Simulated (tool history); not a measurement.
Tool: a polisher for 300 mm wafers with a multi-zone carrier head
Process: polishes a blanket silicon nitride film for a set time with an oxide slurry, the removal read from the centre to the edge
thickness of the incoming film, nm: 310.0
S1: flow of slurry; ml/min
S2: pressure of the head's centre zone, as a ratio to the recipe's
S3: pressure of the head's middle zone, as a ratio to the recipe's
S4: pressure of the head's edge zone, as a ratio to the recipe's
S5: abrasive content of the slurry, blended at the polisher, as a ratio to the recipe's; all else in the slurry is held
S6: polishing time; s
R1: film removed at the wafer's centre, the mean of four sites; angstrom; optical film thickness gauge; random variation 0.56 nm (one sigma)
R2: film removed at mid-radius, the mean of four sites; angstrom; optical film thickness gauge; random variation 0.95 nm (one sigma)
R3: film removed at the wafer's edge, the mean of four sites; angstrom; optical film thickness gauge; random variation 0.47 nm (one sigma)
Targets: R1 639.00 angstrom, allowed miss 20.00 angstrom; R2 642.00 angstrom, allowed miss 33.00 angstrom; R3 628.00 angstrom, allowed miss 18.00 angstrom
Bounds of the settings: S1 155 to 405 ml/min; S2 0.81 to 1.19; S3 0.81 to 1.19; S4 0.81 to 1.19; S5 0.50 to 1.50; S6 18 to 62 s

Run 1, hour 0.0: S1 260 ml/min, S2 1.00, S3 1.00, S4 1.00, S5 1.00, S6 40 s. Result: R1 447.04 angstrom, R2 439.76 angstrom, R3 448.61 angstrom.
Run 2, hour 1.9: S1 265 ml/min, S2 1.02, S3 1.03, S4 1.04, S5 1.15, S6 40 s. Result: R1 493.80 angstrom, R2 510.24 angstrom, R3 490.61 angstrom.
Run 3, hour 3.1: S1 270 ml/min, S2 1.04, S3 1.02, S4 1.08, S5 1.25, S6 40 s. Result: R1 524.17 angstrom, R2 518.58 angstrom, R3 518.96 angstrom.
Run 4, hour 11.2: S1 270 ml/min, S2 1.04, S3 1.02, S4 1.04, S5 1.25, S6 40 s. Result: R1 519.06 angstrom, R2 520.93 angstrom, R3 509.40 angstrom.
Run 5, hour 18.9: S1 275 ml/min, S2 1.05, S3 1.03, S4 1.07, S5 1.35, S6 41 s. Result: R1 567.22 angstrom, R2 533.83 angstrom, R3 554.22 angstrom.
Run 6, hour 24.5: S1 280 ml/min, S2 1.06, S3 1.07, S4 1.10, S5 1.40, S6 41 s. Result: R1 571.02 angstrom, R2 574.75 angstrom, R3 567.49 angstrom.
Run 7, hour 28.9: S1 285 ml/min, S2 1.07, S3 1.08, S4 1.12, S5 1.45, S6 42 s. Result: R1 601.40 angstrom, R2 598.03 angstrom, R3 582.90 angstrom.
Run 8, hour 34.2: S1 285 ml/min, S2 1.07, S3 1.08, S4 1.13, S5 1.45, S6 43 s. Result: R1 621.25 angstrom, R2 610.14 angstrom, R3 610.74 angstrom.
Run 9, hour 41.0: S1 290 ml/min, S2 1.07, S3 1.09, S4 1.14, S5 1.45, S6 43 s. Result: R1 613.16 angstrom, R2 609.12 angstrom, R3 607.15 angstrom.
Run 10, hour 42.4: S1 290 ml/min, S2 1.07, S3 1.10, S4 1.14, S5 1.45, S6 43 s. Result: R1 605.88 angstrom, R2 633.74 angstrom, R3 612.57 angstrom.

Which of these 5 next moves meets every target?
Run A, hour 43.8: S1 330 ml/min, S2 1.11, S3 1.14, S4 1.19, S5 1.50, S6 42 s. Result: R1 ?, R2 ?, R3 ?.
Run B, hour 43.8: S1 260 ml/min, S2 1.13, S3 1.11, S4 1.11, S5 1.45, S6 42 s. Result: R1 ?, R2 ?, R3 ?.
Run C, hour 43.8: S1 250 ml/min, S2 1.02, S3 1.07, S4 1.16, S5 1.45, S6 43 s. Result: R1 ?, R2 ?, R3 ?.
Run D, hour 43.8: S1 315 ml/min, S2 1.14, S3 1.18, S4 1.08, S5 1.50, S6 40 s. Result: R1 ?, R2 ?, R3 ?.
Run E, hour 43.8: S1 310 ml/min, S2 1.08, S3 1.00, S4 1.16, S5 1.45, S6 46 s. Result: R1 ?, R2 ?, R3 ?.

move      R1      R2      R3
   A  635.65  643.63  617.92
   B  624.97  608.93  580.00
   C  574.72  602.35  606.11
   D  619.54  629.22  558.07
   E  664.36  619.48  658.09
A: meets every target
B: brings the result that was furthest off to its target, and leaves another outside
C: further off than the last run
D: brings the result that was furthest off to its target, and leaves another outside
E: takes the result that was furthest off past its target
Move A is the one to make.
